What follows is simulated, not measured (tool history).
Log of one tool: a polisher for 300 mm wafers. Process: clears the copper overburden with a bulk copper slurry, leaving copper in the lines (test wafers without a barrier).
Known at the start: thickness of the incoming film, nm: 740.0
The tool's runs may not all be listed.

run,hour,flow of slurry (ml/min),pressure of the wafer on the pad (kPa),speed of the pad under the wafer (cm/s),abrasive content of the slurry,overpolish time after the end point (s),time until the end point was called (s),dishing of a wide line in a test structure (angstrom)
1,0.0,215,23.4,94,1.0,13,92.340,662.01
2,1.2,215,25.5,94,1.0,13,90.279,665.62
3,2.2,215,23.4,94,1.0,13,94.746,661.87
4,2.8,215,23.4,116,1.0,13,80.120,757.06
5,4.9,215,25.5,118,1.0,13,74.700,792.92
6,5.6,215,25.5,118,1.0,8,70.943,561.96
7,8.3,215,26.9,120,1.0,9,70.225,631.95
8,15.5,215,28.3,122,1.0,10,65.981,705.37
9,17.4,215,29.6,122,1.0,11,63.233,766.18

The next listed run, before its measurement:
10,22.4,215,30.3,124,1.0,12,?,?

{"run 10": {"time until the end point was called (s)": 61.982, "dishing of a wide line in a test structure (angstrom)": 844.42}}
